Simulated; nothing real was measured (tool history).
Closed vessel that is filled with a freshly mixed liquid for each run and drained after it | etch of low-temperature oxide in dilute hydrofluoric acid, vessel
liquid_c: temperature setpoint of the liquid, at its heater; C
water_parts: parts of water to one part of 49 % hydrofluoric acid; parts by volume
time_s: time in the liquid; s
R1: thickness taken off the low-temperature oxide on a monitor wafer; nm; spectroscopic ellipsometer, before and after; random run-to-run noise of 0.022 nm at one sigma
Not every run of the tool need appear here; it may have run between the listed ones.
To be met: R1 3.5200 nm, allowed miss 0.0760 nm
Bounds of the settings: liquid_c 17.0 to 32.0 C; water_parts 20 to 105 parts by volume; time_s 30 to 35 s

{"run": 1, "hour": 0.0, "liquid_c": 24.0, "water_parts": 55, "time_s": 35, "R1": 7.6278}
{"run": 2, "hour": 5.9, "liquid_c": 22.5, "water_parts": 60, "time_s": 35, "R1": 6.6291}
{"run": 3, "hour": 14.3, "liquid_c": 22.5, "water_parts": 60, "time_s": 35, "R1": 6.4913}
{"run": 4, "hour": 20.7, "liquid_c": 21.0, "water_parts": 65, "time_s": 35, "R1": 5.6161}
{"run": 5, "hour": 23.9, "liquid_c": 21.0, "water_parts": 65, "time_s": 30, "R1": 4.8427}
{"run": 6, "hour": 28.3, "liquid_c": 23.5, "water_parts": 65, "time_s": 30, "R1": 5.409}
{"run": 7, "hour": 37.5, "liquid_c": 22.0, "water_parts": 65, "time_s": 30, "R1": 5.0824}
{"run": 8, "hour": 46.2, "liquid_c": 21.0, "water_parts": 65, "time_s": 30, "R1": 4.8773}
{"run": 9, "hour": 54.3, "liquid_c": 20.0, "water_parts": 65, "time_s": 30, "R1": 4.7108}
{"run": 10, "hour": 55.9, "liquid_c": 19.5, "water_parts": 65, "time_s": 30, "R1": 4.5537}
{"run": 11, "hour": 61.0, "liquid_c": 19.0, "water_parts": 65, "time_s": 30, "R1": 4.4754}
{"run": 12, "hour": 65.7, "liquid_c": 18.5, "water_parts": 65, "time_s": 30, "R1": 4.373}
{"run": 13, "hour": 66.7, "liquid_c": 18.0, "water_parts": 65, "time_s": 30, "R1": 4.2546}
{"run": 14, "hour": 69.9, "liquid_c": 17.5, "water_parts": 70, "time_s": 30, "R1": 3.8836}

Which single option among these 4 for the next run brings every result within its allowed miss of target? Just one does.
{"run": "A", "hour": 73.1, "liquid_c": 17.0, "water_parts": 80, "time_s": 30, "R1": "?"}
{"run": "B", "hour": 73.1, "liquid_c": 17.0, "water_parts": 75, "time_s": 30, "R1": "?"}
{"run": "C", "hour": 73.1, "liquid_c": 18.0, "water_parts": 85, "time_s": 35, "R1": "?"}
{"run": "D", "hour": 73.1, "liquid_c": 18.0, "water_parts": 65, "time_s": 30, "R1": "?"}

move=A R1=3.2937
move=B R1=3.5323
move=C R1=3.7531
move=D R1=4.3009
A: pushes the last run's worst result past its target
B: all results in spec
C: closer than the last run, but not yet in spec
D: its largest miss is bigger than the last run's
Correct choice: B, which meets every target

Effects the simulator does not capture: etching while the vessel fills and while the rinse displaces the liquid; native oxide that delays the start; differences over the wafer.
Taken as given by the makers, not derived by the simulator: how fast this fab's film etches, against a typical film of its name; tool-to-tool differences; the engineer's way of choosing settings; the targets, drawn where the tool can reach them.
